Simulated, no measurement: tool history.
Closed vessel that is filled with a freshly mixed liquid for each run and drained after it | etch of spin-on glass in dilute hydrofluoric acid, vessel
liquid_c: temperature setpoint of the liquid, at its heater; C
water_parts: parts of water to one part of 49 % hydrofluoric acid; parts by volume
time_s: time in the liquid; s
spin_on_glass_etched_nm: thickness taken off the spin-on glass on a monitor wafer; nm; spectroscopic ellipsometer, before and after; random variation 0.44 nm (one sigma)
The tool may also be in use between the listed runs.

| run | hour | liquid_c | water_parts | time_s | spin_on_glass_etched_nm |
|---|---|---|---|---|---|
| 1 | 0 | 25 | 65 | 170 | 65.649 |
| 2 | 6.3 | 25 | 50 | 170 | 87.802 |
| 3 | 8.7 | 24 | 50 | 170 | 83.771 |
| 4 | 16.1 | 23.5 | 50 | 170 | 82.748 |
| 5 | 20.6 | 23.5 | 30 | 170 | 139.85 |
| 6 | 27.3 | 22 | 35 | 170 | 112.64 |
| 7 | 36.3 | 21 | 35 | 170 | 107.49 |

The next listed run, before its measurement:
| 8 | 39 | 20 | 35 | 170 | ? |

{"run 8": {"spin_on_glass_etched_nm": 102.8}}
